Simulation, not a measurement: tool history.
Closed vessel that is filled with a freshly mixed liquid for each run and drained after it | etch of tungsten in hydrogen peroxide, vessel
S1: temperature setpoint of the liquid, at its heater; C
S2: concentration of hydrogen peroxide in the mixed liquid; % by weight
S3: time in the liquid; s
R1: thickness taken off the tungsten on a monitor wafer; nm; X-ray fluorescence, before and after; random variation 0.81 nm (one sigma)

{"run": 1, "hour": 0.0, "S1": 55.0, "S2": 26.0, "S3": 30, "R1": 82.932}
{"run": 2, "hour": 7.1, "S1": 56.5, "S2": 26.0, "S3": 30, "R1": 90.414}
{"run": 3, "hour": 13.2, "S1": 56.5, "S2": 29.5, "S3": 30, "R1": 96.409}
{"run": 4, "hour": 19.8, "S1": 59.5, "S2": 29.5, "S3": 30, "R1": 114.43}
{"run": 5, "hour": 24.5, "S1": 59.5, "S2": 29.5, "S3": 30, "R1": 113.4}
{"run": 6, "hour": 31.7, "S1": 60.0, "S2": 29.5, "S3": 30, "R1": 118.2}
{"run": 7, "hour": 37.1, "S1": 60.5, "S2": 29.5, "S3": 30, "R1": 120.08}
{"run": 8, "hour": 45.6, "S1": 61.0, "S2": 29.5, "S3": 30, "R1": 123.98}

Forecast run 9:
{"run": 9, "hour": 54.1, "S1": 61.5, "S2": 29.5, "S3": 30, "R1": "?"}

Run 9 produced R1 130.530 nm.
